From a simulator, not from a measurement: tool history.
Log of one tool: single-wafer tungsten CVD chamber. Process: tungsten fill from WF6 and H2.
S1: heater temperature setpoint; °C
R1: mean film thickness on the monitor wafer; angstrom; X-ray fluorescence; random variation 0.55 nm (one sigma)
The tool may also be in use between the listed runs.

{"run": 1, "day": 0.0, "S1": 375, "chamber pressure (Pa)": 6479, "deposition time (s)": 33.8, "R1": 730.61}
{"run": 2, "day": 0.204, "S1": 375, "chamber pressure (Pa)": 6479, "deposition time (s)": 34.8, "R1": 754.23}
{"run": 3, "day": 0.329, "S1": 379, "chamber pressure (Pa)": 6519, "deposition time (s)": 34.8, "R1": 817.97}
{"run": 4, "day": 0.7, "S1": 379, "chamber pressure (Pa)": 7506, "deposition time (s)": 34.8, "R1": 871.17}
{"run": 5, "day": 0.738, "S1": 379, "chamber pressure (Pa)": 7506, "deposition time (s)": 33.8, "R1": 851.19}
{"run": 6, "day": 1.021, "S1": 382, "chamber pressure (Pa)": 7533, "deposition time (s)": 33.8, "R1": 905.34}
{"run": 7, "day": 1.304, "S1": 382, "chamber pressure (Pa)": 7533, "deposition time (s)": 33.8, "R1": 906.28}
{"run": 8, "day": 1.492, "S1": 382, "chamber pressure (Pa)": 7533, "deposition time (s)": 33.8, "R1": 907.71}
{"run": 9, "day": 1.762, "S1": 384, "chamber pressure (Pa)": 7546, "deposition time (s)": 33.8, "R1": 932.03}
{"run": 10, "day": 1.917, "S1": 384, "chamber pressure (Pa)": 7546, "deposition time (s)": 33.8, "R1": 937.75}
{"run": 11, "day": 2.054, "S1": 386, "chamber pressure (Pa)": 7559, "deposition time (s)": 33.8, "R1": 975.01}
{"run": 12, "day": 2.096, "S1": 386, "chamber pressure (Pa)": 7559, "deposition time (s)": 33.8, "R1": 974.51}

Forecast run 13:
{"run": 13, "day": 2.25, "S1": 387, "chamber pressure (Pa)": 7573, "deposition time (s)": 33.8, "R1": "?"}

Run 13 gave R1 991.51 angstrom.
